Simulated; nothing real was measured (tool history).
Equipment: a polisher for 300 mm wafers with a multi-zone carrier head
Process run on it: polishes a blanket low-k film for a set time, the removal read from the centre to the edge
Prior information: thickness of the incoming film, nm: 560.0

run	day	flow of slurry (ml/min)	pressure of the head's centre zone	pressure of the head's middle zone	pressure of the head's edge zone	abrasive content of the slurry	polishing time (s)	film removed at the wafer's centre (nm)	film removed at mid-radius (nm)	film removed at the wafer's edge (nm)
1	0.000	285	1.00	1.00	1.00	1.00	60	37.485	37.666	38.643
2	0.242	225	1.00	1.00	1.00	1.00	60	37.684	37.904	37.767
3	0.375	225	1.00	1.00	1.00	0.80	60	35.499	35.674	34.954
4	0.679	225	1.00	1.00	0.95	0.80	60	34.410	35.285	34.338
5	0.908	225	0.98	1.01	0.94	0.75	57	31.155	32.687	32.497
6	1.162	225	1.02	1.01	0.94	0.75	57	32.944	31.738	31.464
7	1.233	215	1.00	1.04	0.93	0.70	54	29.848	30.346	29.067
8	1.329	210	0.98	1.06	0.92	0.65	52	26.878	29.131	26.869
9	1.604	210	0.97	1.07	0.92	0.60	51	26.104	28.130	25.870
10	1.671	210	0.95	1.08	0.92	0.60	50	23.800	27.197	25.115

The next listed run, before its measurement:
11	2.000	210	0.94	1.09	0.92	0.60	50	?	?	?

{"run 11": {"film removed at the wafer's centre (nm)": 24.135, "film removed at mid-radius (nm)": 27.728, "film removed at the wafer's edge (nm)": 25.095}}
